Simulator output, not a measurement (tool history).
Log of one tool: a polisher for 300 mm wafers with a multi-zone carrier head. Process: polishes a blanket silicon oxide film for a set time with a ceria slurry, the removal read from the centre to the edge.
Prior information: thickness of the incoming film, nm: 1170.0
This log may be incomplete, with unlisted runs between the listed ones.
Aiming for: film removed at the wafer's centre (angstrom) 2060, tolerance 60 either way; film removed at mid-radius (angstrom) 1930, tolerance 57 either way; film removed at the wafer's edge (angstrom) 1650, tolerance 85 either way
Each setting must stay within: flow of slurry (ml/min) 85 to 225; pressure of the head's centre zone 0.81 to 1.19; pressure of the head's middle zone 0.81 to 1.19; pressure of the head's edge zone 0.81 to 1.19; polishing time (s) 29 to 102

run,hour,flow of slurry (ml/min),pressure of the head's centre zone,pressure of the head's middle zone,pressure of the head's edge zone,polishing time (s),film removed at the wafer's centre (angstrom),film removed at mid-radius (angstrom),film removed at the wafer's edge (angstrom)
1,0,145,1,1,1,65,3152.5,3169.5,3139.5
2,1.7,145,1.01,1,0.98,61,2998.5,2956,2857.2
3,3.2,145,1.01,1,0.96,58,2780.8,2800.7,2660.6
4,5.1,145,1.02,1,0.94,56,2785.1,2690,2594.3
5,10.2,145,1.03,1.01,0.92,53,2634.1,2563.7,2435.9
6,18,145,0.97,1.01,0.92,53,2469.1,2580.2,2434.8
7,26.7,155,1.07,1.06,0.82,35,1856.1,1783.6,1549.8
8,33.5,160,1.07,1.06,0.83,35,1864.3,1831,1550.2
9,34.6,165,1.08,1.06,0.84,35,1909.5,1849,1575.5
10,37,170,1.08,1.06,0.85,35,1906,1827.1,1560.5
11,45.7,170,1.08,1.06,0.86,35,1919.6,1833,1566.1
12,49.3,205,1.1,1.07,0.9,35,1969,1894.6,1646.9

Below are 4 possible settings for the next run. Only one of them brings all results inside the allowed miss of their targets. Which is it?
A,52.9,225,1.02,1.03,1,35,?,?,?
B,52.9,215,1.14,1.09,0.91,35,?,?,?
C,52.9,210,1.09,1.1,0.92,34,?,?,?
D,52.9,185,1.05,1.06,0.88,34,?,?,?

move,film removed at the wafer's centre (angstrom),film removed at mid-radius (angstrom),film removed at the wafer's edge (angstrom)
A,1882.1,1863.8,1794.1
B,2091.7,1937.2,1707.4
C,1935.2,1889.9,1662.6
D,1823.4,1800.2,1607.1
A: its largest miss is bigger than the last run's
B: in spec on every target
C: its largest miss is bigger than the last run's
D: its largest miss is bigger than the last run's
Correct choice: B, which meets every target
